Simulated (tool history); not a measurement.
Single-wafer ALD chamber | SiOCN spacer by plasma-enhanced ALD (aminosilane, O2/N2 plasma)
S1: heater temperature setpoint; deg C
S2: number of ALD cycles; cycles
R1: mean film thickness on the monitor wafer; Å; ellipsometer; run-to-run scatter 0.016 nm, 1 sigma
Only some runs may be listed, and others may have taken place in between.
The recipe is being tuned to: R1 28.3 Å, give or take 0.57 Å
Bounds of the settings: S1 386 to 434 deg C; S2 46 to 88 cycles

{"run": 1, "hour": 0.0, "S1": 410, "S2": 67, "R1": 36.107}
{"run": 2, "hour": 7.1, "S1": 410, "S2": 59, "R1": 31.497}
{"run": 3, "hour": 15.1, "S1": 411, "S2": 59, "R1": 31.603}
{"run": 4, "hour": 19.4, "S1": 406, "S2": 59, "R1": 32.1}
{"run": 5, "hour": 26.1, "S1": 408, "S2": 58, "R1": 31.467}
{"run": 6, "hour": 31.0, "S1": 408, "S2": 49, "R1": 26.692}
{"run": 7, "hour": 33.7, "S1": 407, "S2": 49, "R1": 26.42}
{"run": 8, "hour": 40.7, "S1": 406, "S2": 49, "R1": 26.594}

Which single option among these 4 for the next run brings every result within its allowed miss of target? Just one does.
{"run": "A", "hour": 47.7, "S1": 395, "S2": 55, "R1": "?"}
{"run": "B", "hour": 47.7, "S1": 403, "S2": 52, "R1": "?"}
{"run": "C", "hour": 47.7, "S1": 424, "S2": 51, "R1": "?"}
{"run": "D", "hour": 47.7, "S1": 410, "S2": 49, "R1": "?"}

move=A R1=30.123
move=B R1=28.152
move=C R1=26.062
move=D R1=26.032
A: takes the biggest miss from the last run beyond its target
B: hits every target within its allowed miss
C: moves away from the targets compared with the last run
D: moves away from the targets compared with the last run
Answer: B

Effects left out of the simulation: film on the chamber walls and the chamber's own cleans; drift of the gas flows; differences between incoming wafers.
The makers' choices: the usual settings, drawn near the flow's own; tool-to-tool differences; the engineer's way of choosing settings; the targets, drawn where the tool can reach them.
